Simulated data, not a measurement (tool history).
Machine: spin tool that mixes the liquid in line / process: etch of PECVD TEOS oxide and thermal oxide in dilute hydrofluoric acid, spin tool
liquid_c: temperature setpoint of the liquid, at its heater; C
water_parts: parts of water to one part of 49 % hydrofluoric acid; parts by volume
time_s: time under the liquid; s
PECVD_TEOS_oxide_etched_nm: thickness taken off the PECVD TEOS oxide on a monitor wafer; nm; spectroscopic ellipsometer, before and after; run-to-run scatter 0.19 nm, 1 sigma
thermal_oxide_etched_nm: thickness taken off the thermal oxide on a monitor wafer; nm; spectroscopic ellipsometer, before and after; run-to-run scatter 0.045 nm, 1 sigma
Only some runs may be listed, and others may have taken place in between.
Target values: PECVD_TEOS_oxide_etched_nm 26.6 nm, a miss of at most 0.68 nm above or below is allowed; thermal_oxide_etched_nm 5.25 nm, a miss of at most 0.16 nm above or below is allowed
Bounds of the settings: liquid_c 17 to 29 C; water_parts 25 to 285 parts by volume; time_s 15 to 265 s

{"run": 1, "hour": 0.0, "liquid_c": 21, "water_parts": 155, "time_s": 135, "PECVD_TEOS_oxide_etched_nm": 19.161, "thermal_oxide_etched_nm": 3.7432}
{"run": 2, "hour": 4.2, "liquid_c": 24.5, "water_parts": 155, "time_s": 135, "PECVD_TEOS_oxide_etched_nm": 21.689, "thermal_oxide_etched_nm": 4.3844}
{"run": 3, "hour": 10.4, "liquid_c": 25, "water_parts": 150, "time_s": 135, "PECVD_TEOS_oxide_etched_nm": 23.165, "thermal_oxide_etched_nm": 4.5344}
{"run": 4, "hour": 14.6, "liquid_c": 26, "water_parts": 150, "time_s": 135, "PECVD_TEOS_oxide_etched_nm": 24.148, "thermal_oxide_etched_nm": 4.7698}
{"run": 5, "hour": 19.8, "liquid_c": 26.5, "water_parts": 150, "time_s": 135, "PECVD_TEOS_oxide_etched_nm": 24.419, "thermal_oxide_etched_nm": 4.7821}
{"run": 6, "hour": 24.4, "liquid_c": 26.5, "water_parts": 115, "time_s": 135, "PECVD_TEOS_oxide_etched_nm": 33.271, "thermal_oxide_etched_nm": 6.583}
{"run": 7, "hour": 25.2, "liquid_c": 25, "water_parts": 115, "time_s": 135, "PECVD_TEOS_oxide_etched_nm": 31.545, "thermal_oxide_etched_nm": 6.1505}
{"run": 8, "hour": 33.5, "liquid_c": 24, "water_parts": 115, "time_s": 135, "PECVD_TEOS_oxide_etched_nm": 30.255, "thermal_oxide_etched_nm": 5.9099}
{"run": 9, "hour": 39.1, "liquid_c": 23.5, "water_parts": 115, "time_s": 135, "PECVD_TEOS_oxide_etched_nm": 29.723, "thermal_oxide_etched_nm": 5.781}
{"run": 10, "hour": 41.9, "liquid_c": 23.5, "water_parts": 115, "time_s": 135, "PECVD_TEOS_oxide_etched_nm": 29.575, "thermal_oxide_etched_nm": 5.9393}
{"run": 11, "hour": 43.9, "liquid_c": 23, "water_parts": 115, "time_s": 135, "PECVD_TEOS_oxide_etched_nm": 29.404, "thermal_oxide_etched_nm": 5.6656}
{"run": 12, "hour": 51.8, "liquid_c": 22.5, "water_parts": 115, "time_s": 135, "PECVD_TEOS_oxide_etched_nm": 28.128, "thermal_oxide_etched_nm": 5.5525}
{"run": 13, "hour": 55.7, "liquid_c": 22, "water_parts": 115, "time_s": 135, "PECVD_TEOS_oxide_etched_nm": 27.504, "thermal_oxide_etched_nm": 5.5391}

Of the 4 settings listed for the next run, only one would bring every result within its allowed miss of target. Which one?
{"run": "A", "hour": 59.6, "liquid_c": 24.5, "water_parts": 125, "time_s": 130, "PECVD_TEOS_oxide_etched_nm": "?", "thermal_oxide_etched_nm": "?"}
{"run": "B", "hour": 59.6, "liquid_c": 22, "water_parts": 135, "time_s": 165, "PECVD_TEOS_oxide_etched_nm": "?", "thermal_oxide_etched_nm": "?"}
{"run": "C", "hour": 59.6, "liquid_c": 22.5, "water_parts": 130, "time_s": 155, "PECVD_TEOS_oxide_etched_nm": "?", "thermal_oxide_etched_nm": "?"}
{"run": "D", "hour": 59.6, "liquid_c": 20.5, "water_parts": 115, "time_s": 150, "PECVD_TEOS_oxide_etched_nm": "?", "thermal_oxide_etched_nm": "?"}

move=A PECVD_TEOS_oxide_etched_nm=26.876 thermal_oxide_etched_nm=5.3173
move=B PECVD_TEOS_oxide_etched_nm=28.319 thermal_oxide_etched_nm=5.6026
move=C PECVD_TEOS_oxide_etched_nm=28.333 thermal_oxide_etched_nm=5.6055
move=D PECVD_TEOS_oxide_etched_nm=29.102 thermal_oxide_etched_nm=5.7576
A: every result lands within tolerance
B: lands further from the targets than the last run did
C: lands further from the targets than the last run did
D: lands further from the targets than the last run did
A is the move that brings every result within its allowed miss.

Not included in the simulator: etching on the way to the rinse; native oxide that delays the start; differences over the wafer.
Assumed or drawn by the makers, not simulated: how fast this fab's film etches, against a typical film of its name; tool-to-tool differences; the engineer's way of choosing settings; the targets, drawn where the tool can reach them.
